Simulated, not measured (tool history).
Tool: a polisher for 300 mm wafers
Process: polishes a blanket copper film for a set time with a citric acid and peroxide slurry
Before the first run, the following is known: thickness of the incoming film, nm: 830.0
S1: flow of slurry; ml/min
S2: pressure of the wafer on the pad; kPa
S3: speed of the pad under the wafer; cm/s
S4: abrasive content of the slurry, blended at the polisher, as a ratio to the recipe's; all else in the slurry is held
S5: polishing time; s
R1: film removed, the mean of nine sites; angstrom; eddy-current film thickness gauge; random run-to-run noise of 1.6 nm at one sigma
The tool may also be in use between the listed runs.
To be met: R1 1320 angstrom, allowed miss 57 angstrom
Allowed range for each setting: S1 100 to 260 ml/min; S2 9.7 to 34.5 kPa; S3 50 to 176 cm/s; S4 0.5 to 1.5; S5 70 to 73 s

run	day	S1	S2	S3	S4	S5	R1
1	0	165	22.1	112	1	70	1812
2	0.3	165	20	112	1	70	1645.7
3	0.562	165	20	112	1	70	1633.1
4	0.742	165	24.8	112	1	70	2017.1
5	0.775	165	24.8	112	1	73	2116
6	1.104	205	24.8	112	1	73	2158.6
7	1.329	205	21.4	110	1	73	1874.5
8	1.496	205	18.6	108	1	73	1628.1
9	1.688	205	17.2	108	1	73	1524.5

Consider the 4 candidate settings below. Which is the only one whose results all fall within their allowed miss of target?
A	1.879	215	19.3	98	0.95	70	?
B	1.879	175	24.1	84	0.8	73	?
C	1.879	200	21.4	70	1.1	70	?
D	1.879	255	15.9	98	1	72	?

move	R1
A	1441.7
B	1463
C	1169.9
D	1300.4
A: nearer than the last run, and not there yet
B: nearer than the last run, and not there yet
C: carries the result that was furthest off beyond its target, to the other side
D: every result lands within tolerance
Answer: D

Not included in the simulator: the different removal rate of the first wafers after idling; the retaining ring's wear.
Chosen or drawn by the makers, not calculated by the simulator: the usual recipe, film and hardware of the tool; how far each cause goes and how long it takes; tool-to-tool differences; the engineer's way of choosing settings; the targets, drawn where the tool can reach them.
